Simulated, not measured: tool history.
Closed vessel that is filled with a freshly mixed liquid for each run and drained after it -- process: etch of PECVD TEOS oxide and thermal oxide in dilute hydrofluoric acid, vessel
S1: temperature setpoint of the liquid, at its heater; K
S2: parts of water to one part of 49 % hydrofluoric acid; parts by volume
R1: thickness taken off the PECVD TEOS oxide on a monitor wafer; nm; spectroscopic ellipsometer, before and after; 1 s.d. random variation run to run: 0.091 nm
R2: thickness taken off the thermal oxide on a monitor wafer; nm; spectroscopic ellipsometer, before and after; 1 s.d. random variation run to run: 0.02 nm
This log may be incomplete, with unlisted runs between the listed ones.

{"run": 1, "hour": 0.0, "S1": 294.15, "S2": 45, "time in the liquid (s)": 60, "R1": 21.937, "R2": 5.1266}
{"run": 2, "hour": 7.2, "S1": 293.65, "S2": 50, "time in the liquid (s)": 60, "R1": 19.367, "R2": 4.5802}
{"run": 3, "hour": 16.0, "S1": 293.15, "S2": 55, "time in the liquid (s)": 60, "R1": 16.983, "R2": 4.0006}
{"run": 4, "hour": 20.2, "S1": 292.65, "S2": 55, "time in the liquid (s)": 60, "R1": 16.758, "R2": 3.9309}
{"hour": 28.7, "done": "thermometer replaced"}
{"run": 5, "hour": 28.7, "S1": 292.15, "S2": 55, "time in the liquid (s)": 60, "R1": 18.252, "R2": 4.2918}
{"run": 6, "hour": 33.4, "S1": 293.65, "S2": 55, "time in the liquid (s)": 60, "R1": 19.453, "R2": 4.5727}
{"run": 7, "hour": 36.1, "S1": 293.15, "S2": 60, "time in the liquid (s)": 60, "R1": 17.308, "R2": 4.0561}
{"run": 8, "hour": 43.0, "S1": 292.65, "S2": 60, "time in the liquid (s)": 60, "R1": 16.983, "R2": 3.9668}

The next listed run, before its measurement:
{"run": 9, "hour": 44.1, "S1": 292.15, "S2": 60, "time in the liquid (s)": 60, "R1": "?", "R2": "?"}

Run 9 produced R1 16.681 nm, R2 3.9388 nm.

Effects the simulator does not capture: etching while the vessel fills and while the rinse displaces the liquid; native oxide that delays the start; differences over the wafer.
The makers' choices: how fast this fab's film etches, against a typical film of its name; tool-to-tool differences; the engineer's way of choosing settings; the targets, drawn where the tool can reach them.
